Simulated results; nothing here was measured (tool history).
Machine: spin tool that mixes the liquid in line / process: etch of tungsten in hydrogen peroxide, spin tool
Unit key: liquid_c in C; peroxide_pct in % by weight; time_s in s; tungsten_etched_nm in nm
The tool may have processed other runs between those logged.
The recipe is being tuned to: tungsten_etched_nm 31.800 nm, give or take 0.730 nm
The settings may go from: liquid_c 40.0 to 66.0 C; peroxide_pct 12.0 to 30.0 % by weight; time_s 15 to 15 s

run    day  liquid_c  peroxide_pct  time_s  tungsten_etched_nm
  1  0.000      56.0          23.0      15              18.749
  2  0.050      57.0          23.0      15              19.905
  3  0.400      52.0          23.0      15              14.947
  4  0.700      52.0          27.5      15              16.189
  5  0.888      58.0          27.5      15              23.240
  6  0.967      58.0          27.5      15              22.950
  7  1.300      58.5          27.5      15              23.828
  8  1.662      59.0          27.5      15              24.582
  9  1.942      59.5          27.5      15              25.265
 10  2.054      60.0          27.5      15              25.950
 11  2.125      60.5          27.5      15              26.763
 12  2.171      61.0          27.5      15              27.843

Below are 5 possible settings for the next run. Only one of them brings all results inside the allowed miss of their targets. Which is it?
  A  2.217      58.0          27.5      15                   ?
  B  2.217      60.0          28.0      15                   ?
  C  2.217      57.0          28.5      15                   ?
  D  2.217      61.5          24.5      15                   ?
  E  2.217      64.0          25.5      15                   ?

move  tungsten_etched_nm
   A              23.195
   B              26.277
   C              22.275
   D              26.783
   E              31.475
A: its largest miss is bigger than the last run's
B: its largest miss is bigger than the last run's
C: its largest miss is bigger than the last run's
D: its largest miss is bigger than the last run's
E: every result lands within tolerance
The right move is E.

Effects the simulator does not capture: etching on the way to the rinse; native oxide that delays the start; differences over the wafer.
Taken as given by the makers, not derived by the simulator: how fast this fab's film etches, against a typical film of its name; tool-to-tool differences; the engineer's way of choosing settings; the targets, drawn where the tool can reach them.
